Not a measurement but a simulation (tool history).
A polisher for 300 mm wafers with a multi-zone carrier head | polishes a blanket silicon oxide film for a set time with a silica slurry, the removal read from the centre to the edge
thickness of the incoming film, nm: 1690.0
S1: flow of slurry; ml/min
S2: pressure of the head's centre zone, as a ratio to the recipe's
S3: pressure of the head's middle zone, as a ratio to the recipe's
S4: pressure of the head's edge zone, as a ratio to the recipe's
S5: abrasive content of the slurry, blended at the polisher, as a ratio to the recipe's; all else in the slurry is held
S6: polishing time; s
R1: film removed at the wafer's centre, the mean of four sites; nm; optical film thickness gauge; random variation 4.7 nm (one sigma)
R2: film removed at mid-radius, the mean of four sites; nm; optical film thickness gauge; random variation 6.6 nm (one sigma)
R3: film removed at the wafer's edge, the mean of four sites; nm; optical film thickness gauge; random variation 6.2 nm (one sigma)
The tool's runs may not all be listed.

| run | hour | S1 | S2 | S3 | S4 | S5 | S6 | R1 | R2 | R3 |
|---|---|---|---|---|---|---|---|---|---|---|
| 1 | 0.0 | 245 | 1.00 | 1.00 | 1.00 | 1.00 | 64 | 349.41 | 342.47 | 340.92 |
| 2 | 8.2 | 245 | 0.96 | 1.02 | 1.04 | 1.10 | 65 | 360.87 | 376.73 | 386.87 |
| 3 | 13.7 | 245 | 0.96 | 0.95 | 1.04 | 1.10 | 65 | 359.83 | 362.84 | 380.80 |
| 4 | 18.5 | 250 | 0.94 | 1.00 | 1.05 | 1.15 | 65 | 353.55 | 370.94 | 383.74 |
| 5 | 22.5 | 250 | 0.93 | 1.04 | 1.06 | 1.25 | 66 | 375.92 | 410.42 | 411.07 |
| 6 | 27.6 | 250 | 0.93 | 1.04 | 1.06 | 1.10 | 66 | 348.65 | 387.17 | 393.23 |
| 7 | 32.3 | 250 | 0.93 | 1.07 | 1.08 | 1.15 | 66 | 365.31 | 399.73 | 397.37 |

The next listed run, before its measurement:
| 8 | 34.6 | 250 | 0.91 | 1.08 | 1.09 | 1.20 | 66 | ? | ? | ? |

Run 8 gave R1 359.01 nm, R2 415.76 nm, R3 413.48 nm.
